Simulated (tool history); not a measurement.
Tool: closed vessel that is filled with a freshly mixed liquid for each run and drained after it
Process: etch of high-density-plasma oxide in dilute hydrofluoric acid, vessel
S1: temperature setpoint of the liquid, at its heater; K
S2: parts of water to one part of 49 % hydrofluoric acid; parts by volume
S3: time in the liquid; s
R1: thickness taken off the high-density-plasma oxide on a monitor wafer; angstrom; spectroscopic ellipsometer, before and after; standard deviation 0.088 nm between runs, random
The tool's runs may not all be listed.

run 1 hour=0 | S1=298.15 S2=100 S3=305 | R1=158.6
run 2 hour=6 | S1=296.15 S2=100 S3=305 | R1=146.81
run 3 hour=10.8 | S1=294.65 S2=105 S3=305 | R1=130.19
run 4 hour=13.8 | S1=297.15 S2=105 S3=305 | R1=143.79
run 5 hour=16.1 | S1=297.15 S2=105 S3=305 | R1=144.37
run 6 hour=21.4 | S1=295.65 S2=105 S3=305 | R1=138.28

Forecast run 7:
run 7 hour=23.4 | S1=294.15 S2=110 S3=305 | R1=?

Run 7 produced R1 122.81 angstrom.
